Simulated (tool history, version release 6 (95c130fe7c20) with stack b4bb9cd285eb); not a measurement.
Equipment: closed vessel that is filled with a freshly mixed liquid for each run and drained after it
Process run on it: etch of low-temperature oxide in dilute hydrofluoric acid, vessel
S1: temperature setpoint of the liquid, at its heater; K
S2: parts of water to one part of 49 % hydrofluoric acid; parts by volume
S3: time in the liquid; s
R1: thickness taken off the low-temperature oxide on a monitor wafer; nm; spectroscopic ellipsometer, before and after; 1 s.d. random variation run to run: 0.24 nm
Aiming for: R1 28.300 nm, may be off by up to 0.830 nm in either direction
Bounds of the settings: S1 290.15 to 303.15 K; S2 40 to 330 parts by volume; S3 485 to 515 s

Run 1, hour 0.0: S1 295.15 K, S2 185 parts by volume, S3 485 s. Result: R1 35.453 nm.
Run 2, hour 9.0: S1 295.15 K, S2 185 parts by volume, S3 515 s. Result: R1 36.575 nm.
Run 3, hour 17.2: S1 293.65 K, S2 190 parts by volume, S3 515 s. Result: R1 34.085 nm.
Run 4, hour 22.3: S1 293.65 K, S2 135 parts by volume, S3 515 s. Result: R1 50.250 nm.
Run 5, hour 23.0: S1 292.65 K, S2 155 parts by volume, S3 515 s. Result: R1 41.268 nm.
Run 6, hour 29.8: S1 291.65 K, S2 165 parts by volume, S3 515 s. Result: R1 36.924 nm.
Run 7, hour 30.7: S1 291.15 K, S2 175 parts by volume, S3 515 s. Result: R1 33.472 nm.
Run 8, hour 34.1: S1 290.65 K, S2 180 parts by volume, S3 515 s. Result: R1 32.086 nm.
At hour 36.7: thermometer replaced.
Run 9, hour 36.7: S1 290.65 K, S2 185 parts by volume, S3 515 s. Result: R1 32.337 nm.
Run 10, hour 45.5: S1 290.65 K, S2 190 parts by volume, S3 515 s. Result: R1 31.475 nm.
Run 11, hour 49.0: S1 290.65 K, S2 195 parts by volume, S3 515 s. Result: R1 30.490 nm.

Exercise: of the 5 proposed moves below, exactly one satisfies all targets within the stated allowed misses. Which move is it?
Run A, hour 52.5: S1 290.65 K, S2 185 parts by volume, S3 515 s. Result: R1 ?.
Run B, hour 52.5: S1 291.15 K, S2 185 parts by volume, S3 515 s. Result: R1 ?.
Run C, hour 52.5: S1 291.15 K, S2 190 parts by volume, S3 510 s. Result: R1 ?.
Run D, hour 52.5: S1 293.65 K, S2 240 parts by volume, S3 515 s. Result: R1 ?.
Run E, hour 52.5: S1 290.15 K, S2 200 parts by volume, S3 510 s. Result: R1 ?.

move      R1
   A  32.345
   B  32.996
   C  31.665
   D  26.586
   E  28.641
A: moves away from the targets compared with the last run
B: moves away from the targets compared with the last run
C: moves away from the targets compared with the last run
D: the result that was furthest off in the last run now lies on the other side of its target
E: in spec on every target
The move that meets every target is E.
